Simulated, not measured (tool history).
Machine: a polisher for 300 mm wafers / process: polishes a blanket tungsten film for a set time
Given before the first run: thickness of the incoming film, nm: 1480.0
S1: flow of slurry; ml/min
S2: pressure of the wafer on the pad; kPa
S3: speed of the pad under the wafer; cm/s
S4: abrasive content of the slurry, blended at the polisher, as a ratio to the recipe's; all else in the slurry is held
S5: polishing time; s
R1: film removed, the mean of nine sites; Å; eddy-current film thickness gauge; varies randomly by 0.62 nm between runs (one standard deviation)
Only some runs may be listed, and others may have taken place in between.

run  hour   S1    S2  S3   S4  S5       R1
  1   0.0  130  33.8  84  1.0  22  1278.00
  2   1.7  125  28.3  84  1.0  22  1116.50
  3   8.8  125  28.3  84  1.0  19   946.62
  4  10.0  125  28.3  98  1.0  19  1118.50
  5  11.4  125  28.3  98  1.0  22  1303.60
  6  17.4  125  28.3  98  1.1  22  1307.20
  7  25.9  120  24.1  92  1.1  22  1098.20
  8  30.2  120  21.4  86  1.1  22   940.56
  9  32.3  115  19.3  84  1.1  22   856.01
 10  38.3  110  17.9  82  1.1  22   780.53

What will run 11 give?
 11  41.0  105  17.2  82  1.1  22   ?

R1: 748.04 Å
